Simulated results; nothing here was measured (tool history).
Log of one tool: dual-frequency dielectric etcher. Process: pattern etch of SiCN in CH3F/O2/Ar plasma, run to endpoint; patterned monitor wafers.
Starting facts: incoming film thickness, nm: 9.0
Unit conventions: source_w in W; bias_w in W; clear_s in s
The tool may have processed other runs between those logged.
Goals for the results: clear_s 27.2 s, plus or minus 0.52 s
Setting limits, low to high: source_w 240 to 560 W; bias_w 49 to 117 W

run,day,source_w,bias_w,clear_s
1,0,400,83,24.252
2,0.183,470,83,22.449
3,0.258,470,97,21.099
4,0.346,520,97,20.17
5,0.633,470,97,21.074
6,0.825,440,95,21.979
7,1.054,410,94,22.716
8,1.104,390,93,23.349
9,1.288,370,92,24.036

Consider the 5 candidate settings below. Which is the only one whose results all fall within their allowed miss of target?
A,1.471,300,87,?
B,1.471,310,107,?
C,1.471,390,59,?
D,1.471,310,73,?
E,1.471,450,98,?

move,clear_s
A,27.437
B,24.584
C,28.696
D,29.215
E,21.485
A: all results in spec
B: moves toward the targets from the last run without getting all of them in spec
C: takes the result that was furthest off past its target
D: takes the result that was furthest off past its target
E: the biggest miss grows against the last run
A is the move that brings every result within its allowed miss.
